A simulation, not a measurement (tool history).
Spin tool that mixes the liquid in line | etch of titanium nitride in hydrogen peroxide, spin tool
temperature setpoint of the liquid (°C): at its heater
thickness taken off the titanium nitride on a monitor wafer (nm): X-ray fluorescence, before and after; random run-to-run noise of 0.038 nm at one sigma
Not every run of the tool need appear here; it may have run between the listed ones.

| run | hour | temperature setpoint of the liquid (°C) | concentration of hydrogen peroxide in the mixed liquid (% by weight) | time under the liquid (s) | thickness taken off the titanium nitride on a monitor wafer (nm) |
|---|---|---|---|---|---|
| 1 | 0 | 44 | 18.5 | 315 | 14.537 |
| 2 | 5.3 | 44 | 18.5 | 315 | 14.577 |
| 3 | 13.7 | 42.5 | 18.5 | 315 | 13.042 |
| 4 | 19.4 | 42.5 | 18.5 | 340 | 14.071 |
| 5 | 24.3 | 41.5 | 18.5 | 340 | 13.004 |
| 6 | 28.4 | 44.5 | 18.5 | 340 | 16.281 |
| 7 | 34 | 43 | 18.5 | 340 | 14.664 |
| 8 | 40.3 | 41.5 | 18.5 | 340 | 13.039 |

Run 9 comes next. What will it give?
| 9 | 41.5 | 40.5 | 18.5 | 340 | ? |

thickness taken off the titanium nitride on a monitor wafer (nm): 12.002
